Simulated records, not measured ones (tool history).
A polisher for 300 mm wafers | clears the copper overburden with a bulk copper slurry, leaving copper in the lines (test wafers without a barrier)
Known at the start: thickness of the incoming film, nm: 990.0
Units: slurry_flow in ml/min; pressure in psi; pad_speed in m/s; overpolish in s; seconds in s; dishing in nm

Run 1, day 0.000: slurry_flow 305 ml/min, pressure 2.2 psi, pad_speed 1.26 m/s, slurry_solids 1.00, overpolish 8 s. Result: seconds 140.98 s, dishing 40.384 nm.
Run 2, day 0.242: slurry_flow 305 ml/min, pressure 2.5 psi, pad_speed 1.26 m/s, slurry_solids 1.00, overpolish 8 s. Result: seconds 124.50 s, dishing 44.121 nm.
Run 3, day 0.608: slurry_flow 305 ml/min, pressure 2.5 psi, pad_speed 1.26 m/s, slurry_solids 1.10, overpolish 8 s. Result: seconds 119.72 s, dishing 44.754 nm.
Run 4, day 0.796: slurry_flow 240 ml/min, pressure 2.5 psi, pad_speed 1.26 m/s, slurry_solids 1.10, overpolish 8 s. Result: seconds 127.09 s, dishing 43.860 nm.
Run 5, day 1.138: slurry_flow 240 ml/min, pressure 1.9 psi, pad_speed 1.26 m/s, slurry_solids 1.10, overpolish 8 s. Result: seconds 165.69 s, dishing 35.884 nm.
Run 6, day 1.383: slurry_flow 240 ml/min, pressure 1.9 psi, pad_speed 0.96 m/s, slurry_solids 1.10, overpolish 8 s. Result: seconds 211.86 s, dishing 27.753 nm.
Run 7, day 1.579: slurry_flow 285 ml/min, pressure 2.0 psi, pad_speed 0.94 m/s, slurry_solids 1.15, overpolish 6 s. Result: seconds 197.37 s, dishing 22.815 nm.
Run 8, day 1.854: slurry_flow 340 ml/min, pressure 2.1 psi, pad_speed 0.94 m/s, slurry_solids 1.25, overpolish 3 s. Result: seconds 183.42 s, dishing 13.278 nm.
Run 9, day 2.096: slurry_flow 340 ml/min, pressure 2.1 psi, pad_speed 0.94 m/s, slurry_solids 1.25, overpolish 3 s. Result: seconds 184.13 s, dishing 13.363 nm.
Run 10, day 2.221: slurry_flow 340 ml/min, pressure 2.2 psi, pad_speed 0.92 m/s, slurry_solids 1.25, overpolish 6 s. Result: seconds 178.90 s, dishing 25.386 nm.

Forecast run 11:
Run 11, day 2.529: slurry_flow 335 ml/min, pressure 2.2 psi, pad_speed 0.96 m/s, slurry_solids 1.15, overpolish 6 s. Result: seconds ?, dishing ?.

seconds: 179.68 s
dishing: 26.090 nm

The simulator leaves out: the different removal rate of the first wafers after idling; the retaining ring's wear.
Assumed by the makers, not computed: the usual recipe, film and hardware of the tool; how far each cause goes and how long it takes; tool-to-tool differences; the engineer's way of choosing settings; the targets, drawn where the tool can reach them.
